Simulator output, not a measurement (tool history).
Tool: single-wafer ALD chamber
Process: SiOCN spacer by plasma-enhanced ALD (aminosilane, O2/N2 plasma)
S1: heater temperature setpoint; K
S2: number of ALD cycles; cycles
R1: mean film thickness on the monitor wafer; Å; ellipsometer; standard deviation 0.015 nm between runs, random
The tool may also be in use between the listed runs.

run  hour      S1   S2      R1
  1     0  668.15  104  65.089
  2   6.3  660.15  104  64.736
  3   7.5  655.15  104  64.919
  4  10.3  655.15   99  62.141
  5    19  655.15   95  59.511
  6  27.6  655.15   93  58.313

What does the tool deliver on the next run?
  7  35.3  655.15  93   ?

{"run 7": {"R1": 58.351}}
